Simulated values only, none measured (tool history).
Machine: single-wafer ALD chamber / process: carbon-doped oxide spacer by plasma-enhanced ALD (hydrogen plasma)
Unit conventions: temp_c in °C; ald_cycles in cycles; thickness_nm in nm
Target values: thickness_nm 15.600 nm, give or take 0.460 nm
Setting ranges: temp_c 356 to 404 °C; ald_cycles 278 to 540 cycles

run,hour,temp_c,ald_cycles,thickness_nm
1,0.0,380,409,20.309
2,2.6,380,397,19.801
3,9.9,380,429,21.315
4,17.0,384,429,21.492
5,22.4,394,429,21.463
6,28.6,394,415,20.674
# hour 31.3: thermocouple changed; heater temperature recalibrated
7,31.3,394,403,20.129
8,38.3,394,338,16.798

5 candidate next runs follow, results not yet known. Just one meets every target within its allowed miss. Identify it.
A,45.3,396,345,?
B,45.3,399,362,?
C,45.3,398,294,?
D,45.3,393,315,?
E,45.3,404,300,?

move,thickness_nm
A,17.023
B,17.773
C,14.484
D,15.542
E,14.476
A: its largest miss is bigger than the last run's
B: its largest miss is bigger than the last run's
C: the result that was furthest off in the last run now lies on the other side of its target
D: all results land within tolerance of their targets
E: the result that was furthest off in the last run now lies on the other side of its target
The right move is D.

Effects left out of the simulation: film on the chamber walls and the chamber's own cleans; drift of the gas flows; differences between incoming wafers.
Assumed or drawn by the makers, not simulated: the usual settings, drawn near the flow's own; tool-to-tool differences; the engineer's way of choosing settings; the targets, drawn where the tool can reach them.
